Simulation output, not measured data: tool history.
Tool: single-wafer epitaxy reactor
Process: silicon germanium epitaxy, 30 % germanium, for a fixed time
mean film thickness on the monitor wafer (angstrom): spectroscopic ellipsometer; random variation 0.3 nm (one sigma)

run	hour	wafer temperature setpoint (pyrometer-controlled) (°C)	chamber pressure (mTorr)	mean film thickness on the monitor wafer (angstrom)
1	0	600	23500	572.62
2	0.8	590	23500	462.65
3	5.2	590	21800	450.95
4	8.6	596	21800	509.78
5	10.9	601	21900	567.03
6	18.4	605	21900	621.92

The next listed run, before its measurement:
7	25.3	607	21900	?

Run 7 gave mean film thickness on the monitor wafer (angstrom) 643.76.
